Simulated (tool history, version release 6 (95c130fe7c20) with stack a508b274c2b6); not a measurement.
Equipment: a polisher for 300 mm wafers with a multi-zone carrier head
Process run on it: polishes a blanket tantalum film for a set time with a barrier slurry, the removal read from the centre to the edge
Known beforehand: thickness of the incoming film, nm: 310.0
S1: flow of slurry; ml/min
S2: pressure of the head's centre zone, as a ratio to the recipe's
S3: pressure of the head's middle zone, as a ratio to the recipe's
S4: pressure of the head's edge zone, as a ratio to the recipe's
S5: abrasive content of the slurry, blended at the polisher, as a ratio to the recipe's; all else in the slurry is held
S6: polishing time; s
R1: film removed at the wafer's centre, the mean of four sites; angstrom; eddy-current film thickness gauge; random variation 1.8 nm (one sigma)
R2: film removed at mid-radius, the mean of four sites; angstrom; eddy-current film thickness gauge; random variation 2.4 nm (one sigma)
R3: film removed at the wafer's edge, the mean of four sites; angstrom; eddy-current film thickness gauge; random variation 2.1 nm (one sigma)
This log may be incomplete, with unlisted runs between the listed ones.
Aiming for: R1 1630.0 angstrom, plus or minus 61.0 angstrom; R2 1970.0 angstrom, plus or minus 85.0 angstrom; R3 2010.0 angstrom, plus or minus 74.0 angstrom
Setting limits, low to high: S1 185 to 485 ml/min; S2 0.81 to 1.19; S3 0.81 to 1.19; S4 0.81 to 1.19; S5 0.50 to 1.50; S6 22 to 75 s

{"run": 1, "hour": 0.0, "S1": 310, "S2": 1.0, "S3": 1.0, "S4": 1.0, "S5": 1.0, "S6": 48, "R1": 1247.3, "R2": 1309.4, "R3": 1293.8}
{"run": 2, "hour": 1.1, "S1": 310, "S2": 1.0, "S3": 1.0, "S4": 1.0, "S5": 1.2, "S6": 48, "R1": 1353.5, "R2": 1393.2, "R3": 1374.0}
{"run": 3, "hour": 5.9, "S1": 310, "S2": 1.0, "S3": 0.93, "S4": 1.0, "S5": 1.2, "S6": 48, "R1": 1393.7, "R2": 1314.7, "R3": 1388.5}
{"run": 4, "hour": 12.0, "S1": 310, "S2": 1.0, "S3": 0.93, "S4": 1.0, "S5": 1.0, "S6": 48, "R1": 1276.7, "R2": 1234.1, "R3": 1296.3}
{"run": 5, "hour": 12.8, "S1": 310, "S2": 1.0, "S3": 0.93, "S4": 0.96, "S5": 1.0, "S6": 48, "R1": 1280.9, "R2": 1247.2, "R3": 1270.7}
{"run": 6, "hour": 16.5, "S1": 380, "S2": 1.0, "S3": 0.93, "S4": 0.96, "S5": 1.0, "S6": 48, "R1": 1300.4, "R2": 1272.6, "R3": 1296.0}
{"run": 7, "hour": 24.6, "S1": 385, "S2": 0.97, "S3": 0.96, "S4": 0.99, "S5": 1.1, "S6": 50, "R1": 1369.4, "R2": 1402.8, "R3": 1400.5}
{"run": 8, "hour": 29.4, "S1": 375, "S2": 0.94, "S3": 0.97, "S4": 1.02, "S5": 1.2, "S6": 52, "R1": 1426.0, "R2": 1490.4, "R3": 1526.6}
{"run": 9, "hour": 35.6, "S1": 370, "S2": 0.92, "S3": 0.99, "S4": 1.04, "S5": 1.25, "S6": 54, "R1": 1425.7, "R2": 1589.2, "R3": 1626.1}
{"run": 10, "hour": 40.9, "S1": 365, "S2": 0.92, "S3": 1.01, "S4": 1.06, "S5": 1.3, "S6": 55, "R1": 1493.9, "R2": 1686.0, "R3": 1661.1}
{"run": 11, "hour": 48.4, "S1": 360, "S2": 0.9, "S3": 1.01, "S4": 1.07, "S5": 1.35, "S6": 56, "R1": 1474.0, "R2": 1755.3, "R3": 1737.4}
{"run": 12, "hour": 53.9, "S1": 360, "S2": 0.9, "S3": 1.01, "S4": 1.08, "S5": 1.4, "S6": 57, "R1": 1536.6, "R2": 1746.4, "R3": 1786.3}
{"run": 13, "hour": 61.4, "S1": 360, "S2": 0.89, "S3": 1.02, "S4": 1.09, "S5": 1.4, "S6": 58, "R1": 1541.3, "R2": 1765.5, "R3": 1804.1}
{"run": 14, "hour": 68.3, "S1": 370, "S2": 0.88, "S3": 1.02, "S4": 1.1, "S5": 1.4, "S6": 59, "R1": 1547.2, "R2": 1839.8, "R3": 1872.7}
{"run": 15, "hour": 73.6, "S1": 375, "S2": 0.88, "S3": 1.02, "S4": 1.11, "S5": 1.4, "S6": 59, "R1": 1544.9, "R2": 1870.5, "R3": 1907.1}
{"run": 16, "hour": 80.7, "S1": 385, "S2": 0.88, "S3": 1.02, "S4": 1.12, "S5": 1.4, "S6": 59, "R1": 1582.4, "R2": 1839.9, "R3": 1887.5}

Below are 4 possible settings for the next run. Only one of them brings all results inside the allowed miss of their targets. Which is it?
{"run": "A", "hour": 87.8, "S1": 365, "S2": 0.84, "S3": 0.99, "S4": 1.04, "S5": 1.4, "S6": 65, "R1": "?", "R2": "?", "R3": "?"}
{"run": "B", "hour": 87.8, "S1": 440, "S2": 0.88, "S3": 1.02, "S4": 1.12, "S5": 1.45, "S6": 55, "R1": "?", "R2": "?", "R3": "?"}
{"run": "C", "hour": 87.8, "S1": 370, "S2": 0.94, "S3": 1.06, "S4": 1.1, "S5": 1.35, "S6": 57, "R1": "?", "R2": "?", "R3": "?"}
{"run": "D", "hour": 87.8, "S1": 380, "S2": 0.91, "S3": 0.93, "S4": 1.09, "S5": 1.15, "S6": 58, "R1": "?", "R2": "?", "R3": "?"}

move=A R1=1627.7 R2=1972.2 R3=2017.7
move=B R1=1479.4 R2=1750.5 R3=1806.4
move=C R1=1586.8 R2=1816.5 R3=1802.6
move=D R1=1494.4 R2=1584.3 R3=1749.4
A: hits every target within its allowed miss
B: misses by more than the last run did
C: misses by more than the last run did
D: misses by more than the last run did
Correct choice: A, which meets every target
